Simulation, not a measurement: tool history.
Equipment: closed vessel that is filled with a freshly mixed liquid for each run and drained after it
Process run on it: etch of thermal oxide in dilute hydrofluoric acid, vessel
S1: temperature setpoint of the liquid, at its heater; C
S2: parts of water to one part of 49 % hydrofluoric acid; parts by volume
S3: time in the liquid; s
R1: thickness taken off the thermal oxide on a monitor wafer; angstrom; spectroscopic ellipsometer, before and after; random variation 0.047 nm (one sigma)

{"run": 1, "hour": 0.0, "S1": 22.0, "S2": 250, "S3": 605, "R1": 84.75}
{"run": 2, "hour": 7.8, "S1": 23.5, "S2": 240, "S3": 605, "R1": 93.704}
{"run": 3, "hour": 9.3, "S1": 25.0, "S2": 230, "S3": 605, "R1": 104.27}
{"run": 4, "hour": 13.3, "S1": 28.0, "S2": 230, "S3": 605, "R1": 115.84}
{"run": 5, "hour": 14.9, "S1": 28.5, "S2": 225, "S3": 605, "R1": 121.57}
{"run": 6, "hour": 22.3, "S1": 30.0, "S2": 225, "S3": 605, "R1": 127.19}

Estimate the outcome of run 7 from the log above:
{"run": 7, "hour": 29.4, "S1": 30.0, "S2": 220, "S3": 605, "R1": "?"}

R1: 131.190 angstrom

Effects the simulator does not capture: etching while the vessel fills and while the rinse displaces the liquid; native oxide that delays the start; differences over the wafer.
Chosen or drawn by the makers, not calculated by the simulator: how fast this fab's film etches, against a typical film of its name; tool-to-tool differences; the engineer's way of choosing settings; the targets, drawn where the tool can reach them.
